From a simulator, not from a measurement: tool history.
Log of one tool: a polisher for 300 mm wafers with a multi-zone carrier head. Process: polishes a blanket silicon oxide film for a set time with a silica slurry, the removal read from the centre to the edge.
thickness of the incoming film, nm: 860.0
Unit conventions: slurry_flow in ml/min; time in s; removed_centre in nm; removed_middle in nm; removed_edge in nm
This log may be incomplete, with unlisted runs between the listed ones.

run    day  slurry_flow  centre_zone  middle_zone  edge_zone  slurry_solids  time  removed_centre  removed_middle  removed_edge
  1      0          230            1            1          1              1    36          87.277          90.479        88.568
  2  0.079          225         0.98         0.98       0.99           0.95    36          83.346          89.991        86.706
  3  0.312          225         0.98         0.98       0.99           1.05    36          87.333           88.36         89.24
  4  0.529          225         0.98         0.98       1.07           1.05    36          87.707          91.411        93.327
  5  0.554          225         0.98         0.98       0.99           1.05    36          86.384          90.206        90.508
  6  0.646          225         1.05         0.98       0.99           1.05    36          93.275          88.121        89.552
  7  0.875          215         1.04         0.96          1              1    35          87.637          84.303        86.702
  8  1.096          210         1.04         0.94       1.01           0.95    34          82.303           78.07        82.791
  9  1.279          210         1.03         0.92          1            0.9    34          80.279          75.185        79.333
 10  1.425          205         1.01         0.91       0.99           0.85    34          76.322          72.831        78.149
 11  1.475          205         0.99          0.9       0.97            0.8    34          73.371           71.05        75.002
 12  1.646          160         0.89         0.81       0.93           0.65    34          57.364          57.671        66.175
 13      2          165         0.89         0.81       0.93           0.65    34          57.753          56.665        66.508

Estimate the outcome of run 14 from the log above:
 14  2.167          165         0.89         0.81       0.93           0.65    34               ?               ?             ?

Run 14 measured removed_centre 58.649 nm, removed_middle 58.103 nm, removed_edge 65.371 nm.
